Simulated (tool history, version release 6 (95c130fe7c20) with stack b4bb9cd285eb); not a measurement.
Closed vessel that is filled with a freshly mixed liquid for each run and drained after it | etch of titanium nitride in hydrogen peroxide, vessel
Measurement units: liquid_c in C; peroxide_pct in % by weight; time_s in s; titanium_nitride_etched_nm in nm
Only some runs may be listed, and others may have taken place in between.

{"run": 1, "day": 0.0, "liquid_c": 46.0, "peroxide_pct": 24, "time_s": 415, "titanium_nitride_etched_nm": 14.366}
{"run": 2, "day": 0.233, "liquid_c": 45.5, "peroxide_pct": 24, "time_s": 415, "titanium_nitride_etched_nm": 13.532}
{"run": 3, "day": 0.283, "liquid_c": 45.5, "peroxide_pct": 24, "time_s": 445, "titanium_nitride_etched_nm": 14.772}
{"run": 4, "day": 0.533, "liquid_c": 45.5, "peroxide_pct": 24, "time_s": 415, "titanium_nitride_etched_nm": 13.702}
{"run": 5, "day": 0.671, "liquid_c": 45.5, "peroxide_pct": 24, "time_s": 445, "titanium_nitride_etched_nm": 14.882}
{"run": 6, "day": 0.842, "liquid_c": 45.5, "peroxide_pct": 28, "time_s": 445, "titanium_nitride_etched_nm": 15.306}

Run 7, settings as shown, results not yet in. Your forecast:
{"run": 7, "day": 1.146, "liquid_c": 45.5, "peroxide_pct": 28, "time_s": 445, "titanium_nitride_etched_nm": "?"}

titanium_nitride_etched_nm: 15.229 nm
